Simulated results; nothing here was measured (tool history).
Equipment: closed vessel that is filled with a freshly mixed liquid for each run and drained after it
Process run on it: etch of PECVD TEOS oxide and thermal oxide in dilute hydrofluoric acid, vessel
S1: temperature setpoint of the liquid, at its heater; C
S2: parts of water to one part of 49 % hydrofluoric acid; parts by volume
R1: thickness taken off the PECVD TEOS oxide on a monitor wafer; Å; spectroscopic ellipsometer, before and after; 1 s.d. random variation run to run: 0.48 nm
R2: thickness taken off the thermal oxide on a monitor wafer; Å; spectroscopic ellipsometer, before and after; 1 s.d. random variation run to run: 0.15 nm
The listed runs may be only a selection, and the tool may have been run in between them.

{"run": 1, "day": 0.0, "S1": 22.0, "S2": 285, "time in the liquid (s)": 770, "R1": 352.72, "R2": 109.47}
{"run": 2, "day": 0.354, "S1": 24.5, "S2": 255, "time in the liquid (s)": 770, "R1": 438.49, "R2": 135.85}
{"run": 3, "day": 0.604, "S1": 26.5, "S2": 235, "time in the liquid (s)": 770, "R1": 527.38, "R2": 163.57}
{"run": 4, "day": 0.671, "S1": 27.5, "S2": 225, "time in the liquid (s)": 770, "R1": 576.61, "R2": 179.78}
{"run": 5, "day": 0.888, "S1": 28.5, "S2": 220, "time in the liquid (s)": 770, "R1": 614.56, "R2": 189.96}
{"run": 6, "day": 1.125, "S1": 28.5, "S2": 220, "time in the liquid (s)": 520, "R1": 412.37, "R2": 128.81}
{"run": 7, "day": 1.225, "S1": 29.0, "S2": 190, "time in the liquid (s)": 520, "R1": 506.47, "R2": 157.39}
{"run": 8, "day": 1.383, "S1": 30.0, "S2": 135, "time in the liquid (s)": 520, "R1": 784.8, "R2": 246.94}

Predict the results of run 9:
{"run": 9, "day": 1.654, "S1": 28.5, "S2": 135, "time in the liquid (s)": 520, "R1": "?", "R2": "?"}

Run 9 came out at R1 735.17 Å, R2 232.26 Å.

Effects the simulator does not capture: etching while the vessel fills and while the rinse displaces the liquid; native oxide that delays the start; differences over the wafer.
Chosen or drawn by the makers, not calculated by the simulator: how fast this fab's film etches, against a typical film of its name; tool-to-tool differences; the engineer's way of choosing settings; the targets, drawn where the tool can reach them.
